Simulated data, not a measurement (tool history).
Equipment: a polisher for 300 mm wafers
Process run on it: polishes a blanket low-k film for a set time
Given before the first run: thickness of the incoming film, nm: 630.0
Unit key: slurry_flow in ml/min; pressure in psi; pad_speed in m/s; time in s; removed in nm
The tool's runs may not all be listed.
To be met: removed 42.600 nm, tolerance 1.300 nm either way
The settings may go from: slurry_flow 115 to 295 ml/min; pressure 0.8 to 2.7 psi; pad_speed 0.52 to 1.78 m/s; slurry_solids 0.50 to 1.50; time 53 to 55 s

Run 1, day 0.000: slurry_flow 190 ml/min, pressure 1.7 psi, pad_speed 1.14 m/s, slurry_solids 1.00, time 53 s. Result: removed 21.974 nm.
Run 2, day 0.062: slurry_flow 175 ml/min, pressure 1.7 psi, pad_speed 1.14 m/s, slurry_solids 1.00, time 53 s. Result: removed 21.564 nm.
Run 3, day 0.238: slurry_flow 185 ml/min, pressure 2.0 psi, pad_speed 1.16 m/s, slurry_solids 1.00, time 53 s. Result: removed 26.074 nm.
Run 4, day 0.304: slurry_flow 185 ml/min, pressure 1.7 psi, pad_speed 1.16 m/s, slurry_solids 1.00, time 53 s. Result: removed 22.085 nm.
Run 5, day 0.425: slurry_flow 185 ml/min, pressure 1.7 psi, pad_speed 1.16 m/s, slurry_solids 1.20, time 53 s. Result: removed 23.530 nm.
Run 6, day 0.521: slurry_flow 195 ml/min, pressure 2.0 psi, pad_speed 1.16 m/s, slurry_solids 1.20, time 53 s. Result: removed 27.651 nm.
Run 7, day 0.788: slurry_flow 195 ml/min, pressure 2.2 psi, pad_speed 1.18 m/s, slurry_solids 1.20, time 53 s. Result: removed 30.617 nm.
Run 8, day 1.154: slurry_flow 200 ml/min, pressure 2.3 psi, pad_speed 1.22 m/s, slurry_solids 1.20, time 53 s. Result: removed 32.570 nm.
Run 9, day 1.512: slurry_flow 200 ml/min, pressure 2.4 psi, pad_speed 1.26 m/s, slurry_solids 1.20, time 53 s. Result: removed 35.773 nm.
Run 10, day 1.788: slurry_flow 200 ml/min, pressure 2.5 psi, pad_speed 1.28 m/s, slurry_solids 1.20, time 53 s. Result: removed 37.491 nm.
Run 11, day 2.129: slurry_flow 200 ml/min, pressure 2.6 psi, pad_speed 1.30 m/s, slurry_solids 1.20, time 53 s. Result: removed 38.804 nm.

Consider the 5 candidate settings below. Which is the only one whose results all fall within their allowed miss of target?
Run A, day 2.471: slurry_flow 240 ml/min, pressure 2.4 psi, pad_speed 1.20 m/s, slurry_solids 1.25, time 53 s. Result: removed ?.
Run B, day 2.471: slurry_flow 175 ml/min, pressure 2.5 psi, pad_speed 1.28 m/s, slurry_solids 1.10, time 53 s. Result: removed ?.
Run C, day 2.471: slurry_flow 200 ml/min, pressure 2.7 psi, pad_speed 1.12 m/s, slurry_solids 1.15, time 54 s. Result: removed ?.
Run D, day 2.471: slurry_flow 180 ml/min, pressure 2.6 psi, pad_speed 1.06 m/s, slurry_solids 1.35, time 53 s. Result: removed ?.
Run E, day 2.471: slurry_flow 190 ml/min, pressure 2.7 psi, pad_speed 1.26 m/s, slurry_solids 1.40, time 55 s. Result: removed ?.

move  removed
   A   35.368
   B   35.557
   C   36.581
   D   34.298
   E   42.838
A: its largest miss is bigger than the last run's
B: its largest miss is bigger than the last run's
C: its largest miss is bigger than the last run's
D: its largest miss is bigger than the last run's
E: each result inside its tolerance
So the answer is move E, the one that meets all the targets.

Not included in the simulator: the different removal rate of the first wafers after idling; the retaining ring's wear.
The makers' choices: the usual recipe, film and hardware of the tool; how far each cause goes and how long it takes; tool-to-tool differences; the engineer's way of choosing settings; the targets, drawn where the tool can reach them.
